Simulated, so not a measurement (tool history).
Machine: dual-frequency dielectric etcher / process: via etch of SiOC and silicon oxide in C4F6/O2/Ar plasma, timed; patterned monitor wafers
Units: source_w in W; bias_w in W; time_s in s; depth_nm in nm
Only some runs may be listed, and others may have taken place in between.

Run 1, hour 0.0: source_w 430 W, bias_w 210 W, time_s 82.5 s. Result: depth_nm 110.52 nm.
Run 2, hour 8.0: source_w 480 W, bias_w 210 W, time_s 82.5 s. Result: depth_nm 117.60 nm.
Run 3, hour 9.3: source_w 480 W, bias_w 210 W, time_s 86.0 s. Result: depth_nm 122.34 nm.
Run 4, hour 14.6: source_w 480 W, bias_w 210 W, time_s 86.0 s. Result: depth_nm 121.10 nm.
Run 5, hour 16.6: source_w 430 W, bias_w 199 W, time_s 85.5 s. Result: depth_nm 112.70 nm.
Run 6, hour 22.9: source_w 470 W, bias_w 199 W, time_s 85.5 s. Result: depth_nm 116.68 nm.
Run 7, hour 28.0: source_w 430 W, bias_w 193 W, time_s 85.5 s. Result: depth_nm 111.67 nm.
Run 8, hour 31.9: source_w 400 W, bias_w 188 W, time_s 85.5 s. Result: depth_nm 107.18 nm.

Forecast run 9:
Run 9, hour 34.5: source_w 380 W, bias_w 185 W, time_s 85.5 s. Result: depth_nm ?.

depth_nm: 104.59 nm
